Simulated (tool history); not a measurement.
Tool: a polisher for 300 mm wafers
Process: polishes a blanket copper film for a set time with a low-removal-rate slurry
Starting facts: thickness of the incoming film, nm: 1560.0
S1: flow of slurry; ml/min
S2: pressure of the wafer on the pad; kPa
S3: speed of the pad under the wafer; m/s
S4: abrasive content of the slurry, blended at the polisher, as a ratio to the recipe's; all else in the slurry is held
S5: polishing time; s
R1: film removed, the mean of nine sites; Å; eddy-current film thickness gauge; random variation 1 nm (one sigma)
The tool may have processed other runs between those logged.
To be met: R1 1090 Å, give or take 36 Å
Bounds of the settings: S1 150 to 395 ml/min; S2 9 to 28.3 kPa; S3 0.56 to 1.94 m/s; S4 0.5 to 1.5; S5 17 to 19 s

run 1 hour=0 | S1=250 S2=18.6 S3=1.24 S4=1 S5=19 | R1=613.63
run 2 hour=5.1 | S1=250 S2=18.6 S3=1.24 S4=1 S5=17 | R1=552.23
run 3 hour=7.1 | S1=310 S2=18.6 S3=1.24 S4=1 S5=17 | R1=566.71
run 4 hour=9.2 | S1=310 S2=20 S3=1.28 S4=1 S5=17 | R1=638.39
run 5 hour=17.3 | S1=310 S2=21.4 S3=1.3 S4=1 S5=17 | R1=691.42
run 6 hour=21.5 | S1=310 S2=21.4 S3=1.3 S4=1 S5=17 | R1=675.4
run 7 hour=30.4 | S1=310 S2=22.8 S3=1.34 S4=1 S5=17 | R1=749.39
run 8 hour=35.9 | S1=310 S2=23.4 S3=1.36 S4=1 S5=17 | R1=765.83

Which single option among these 5 for the next run brings every result within its allowed miss of target? Just one does.
run A hour=41.4 | S1=355 S2=15.2 S3=1.32 S4=1.1 S5=17 | R1=?
run B hour=41.4 | S1=330 S2=17.9 S3=1.24 S4=1 S5=17 | R1=?
run C hour=41.4 | S1=255 S2=22.8 S3=1.4 S4=1.1 S5=19 | R1=?
run D hour=41.4 | S1=295 S2=24.1 S3=1.68 S4=1 S5=19 | R1=?
run E hour=41.4 | S1=365 S2=18.6 S3=1.1 S4=1.05 S5=17 | R1=?

move=A R1=510.3
move=B R1=548.63
move=C R1=864.69
move=D R1=1075
move=E R1=520.89
A: its largest miss is bigger than the last run's
B: its largest miss is bigger than the last run's
C: better than the last run, though not everything is in spec
D: in spec on every target
E: its largest miss is bigger than the last run's
So the answer is move D, the one that meets all the targets.

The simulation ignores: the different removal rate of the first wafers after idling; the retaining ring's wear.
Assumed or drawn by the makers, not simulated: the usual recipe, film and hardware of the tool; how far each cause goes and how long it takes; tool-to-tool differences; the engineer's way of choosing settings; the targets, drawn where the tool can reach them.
